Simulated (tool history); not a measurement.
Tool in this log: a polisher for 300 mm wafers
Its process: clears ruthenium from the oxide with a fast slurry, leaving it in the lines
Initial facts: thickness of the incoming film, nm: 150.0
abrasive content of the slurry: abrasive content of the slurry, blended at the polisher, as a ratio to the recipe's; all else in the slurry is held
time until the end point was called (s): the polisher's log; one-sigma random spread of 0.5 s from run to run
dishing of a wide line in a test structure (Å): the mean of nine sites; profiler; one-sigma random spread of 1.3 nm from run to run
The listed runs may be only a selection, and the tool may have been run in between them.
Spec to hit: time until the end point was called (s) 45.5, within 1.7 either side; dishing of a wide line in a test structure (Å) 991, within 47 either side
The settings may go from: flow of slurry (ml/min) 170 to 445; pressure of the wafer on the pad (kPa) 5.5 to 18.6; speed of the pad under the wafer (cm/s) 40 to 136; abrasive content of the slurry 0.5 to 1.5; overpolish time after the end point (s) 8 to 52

run,hour,flow of slurry (ml/min),pressure of the wafer on the pad (kPa),speed of the pad under the wafer (cm/s),abrasive content of the slurry,overpolish time after the end point (s),time until the end point was called (s),dishing of a wide line in a test structure (Å)
1,0,285,11.7,88,1,26,55.262,559.73
2,6.9,285,11.7,88,1,34,56.103,688.44
3,9.1,285,11.7,68,1,34,72.993,565.25
4,16.2,285,12.4,68,1,35,67.632,604.56
5,21.9,285,13.1,68,1,36,64.046,655.36
6,23.7,285,13.8,68,1,37,60.767,691.77
7,30.4,285,13.8,68,1,38,61.038,706.18
8,33.2,285,14.5,68,1,39,58.971,750.14
9,36.8,285,15.2,68,1,39,55.775,773.65
10,39.4,285,16.5,70,1,41,49.088,867.88
11,41.4,285,17.2,70,1,43,47.299,940.98
# hour 42.3: head pressure recalibrated
12,42.3,285,17.2,70,1,44,49.826,945.7
13,42.9,285,17.9,70,1,44,48.125,967.64

Next run, 5 choices. One meets every target within its allowed miss, the rest don't. Which?
A,43.5,245,18.6,60,1.25,41,?,?
B,43.5,195,15.9,98,0.85,51,?,?
C,43.5,260,17.2,66,1.1,47,?,?
D,43.5,300,17.2,64,1.15,48,?,?
E,43.5,275,17.9,72,1.05,45,?,?

move,time until the end point was called (s),dishing of a wide line in a test structure (Å)
A,48.943,881.89
B,44.371,1106.3
C,50.649,951.56
D,50.378,970.04
E,45.552,995.64
A: the biggest miss grows against the last run
B: brings the result that was furthest off to its target, and leaves another outside
C: the biggest miss grows against the last run
D: the biggest miss grows against the last run
E: every result lands within tolerance
Correct choice: E, which meets every target
